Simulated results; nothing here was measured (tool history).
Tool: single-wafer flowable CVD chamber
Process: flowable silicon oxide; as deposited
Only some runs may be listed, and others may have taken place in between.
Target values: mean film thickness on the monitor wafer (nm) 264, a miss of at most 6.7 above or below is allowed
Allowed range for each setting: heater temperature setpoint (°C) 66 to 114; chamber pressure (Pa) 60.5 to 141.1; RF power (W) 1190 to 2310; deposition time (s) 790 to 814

run	hour	heater temperature setpoint (°C)	chamber pressure (Pa)	RF power (W)	deposition time (s)	mean film thickness on the monitor wafer (nm)
1	0	90	100.8	1750	790	584.52
2	1.2	95	100	1750	790	481.15
3	3.3	99	99.9	1750	790	411.93
4	9.7	102	99.7	1750	790	365.91
5	17.7	102	99.7	1595	790	358.69
6	25.7	102	99.7	1595	790	354.3
7	33.8	104	99.7	1595	790	330.19
8	40	105	99.7	1595	790	319.74
9	40.5	106	99.7	1595	790	305.16
10	42.8	107	99.7	1595	790	295.52
11	45.7	108	99.7	1595	790	285.17
12	53.1	109	99.7	1595	790	277.32

Which of these 4 next moves meets every target?
A	60.5	106	86.9	1610	790	?
B	60.5	107	99.1	1645	810	?
C	60.5	112	107.6	1575	790	?
D	60.5	109	99.3	1580	794	?

move	mean film thickness on the monitor wafer (nm)
A	275.37
B	303.24
C	260.81
D	273.74
A: nearer the targets than the last run, but a result is still out of spec
B: its largest miss is bigger than the last run's
C: in spec on every target
D: nearer the targets than the last run, but a result is still out of spec
The move that meets every target is C.
